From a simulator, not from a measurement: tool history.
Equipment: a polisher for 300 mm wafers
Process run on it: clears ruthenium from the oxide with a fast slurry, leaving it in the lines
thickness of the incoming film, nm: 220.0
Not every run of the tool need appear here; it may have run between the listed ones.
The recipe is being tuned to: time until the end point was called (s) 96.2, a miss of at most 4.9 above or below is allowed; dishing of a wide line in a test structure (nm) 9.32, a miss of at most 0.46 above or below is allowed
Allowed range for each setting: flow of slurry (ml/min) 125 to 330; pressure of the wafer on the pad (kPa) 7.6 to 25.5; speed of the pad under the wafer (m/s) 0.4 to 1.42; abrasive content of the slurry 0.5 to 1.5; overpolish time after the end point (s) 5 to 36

run,hour,flow of slurry (ml/min),pressure of the wafer on the pad (kPa),speed of the pad under the wafer (m/s),abrasive content of the slurry,overpolish time after the end point (s),time until the end point was called (s),dishing of a wide line in a test structure (nm)
1,0,210,16.5,0.9,1,18,76.856,26.361
2,2,210,16.5,0.74,1,18,92.87,23.756
3,6.6,170,16.5,0.74,1,18,95.556,22.756
4,10.7,160,16.5,0.66,1.1,15,104.48,19.785
5,11.9,150,17.2,0.6,1.2,12,109.7,16.748
6,14.5,145,18.6,0.54,1.3,10,112.41,14.067
7,16.8,140,20.7,0.5,1.35,9,112.59,13.112
8,18.4,135,22.1,0.48,1.4,8,112.82,12.22
9,19,125,25.5,0.44,1.5,5,110.86,8.3322
10,27,135,25.5,0.46,1.5,5,101.2,8.722
11,34.6,140,25.5,0.46,1.5,5,99.722,8.7101
12,38.9,145,25.5,0.46,1.5,5,102.26,8.7405
# hour 47.2: worn pad replaced by a new one
13,47.2,145,25.5,0.52,1.5,7,83.052,13.763
14,51.5,160,25.5,0.48,1.5,6,86.979,11.593

Pick the move, out of 4, that brings all results within their allowed miss; only one does.
A,55.8,165,22.8,0.46,1.4,10,?,?
B,55.8,175,24.8,0.44,1.5,5,?,?
C,55.8,150,21.4,0.52,1.45,8,?,?
D,55.8,125,25.5,0.5,1.4,8,?,?

move,time until the end point was called (s),dishing of a wide line in a test structure (nm)
A,99.777,15.625
B,95.065,9.3987
C,93.39,13.913
D,89.09,14.415
A: lands further from the targets than the last run did
B: hits every target within its allowed miss
C: lands further from the targets than the last run did
D: lands further from the targets than the last run did
Go with B: it meets all targets.
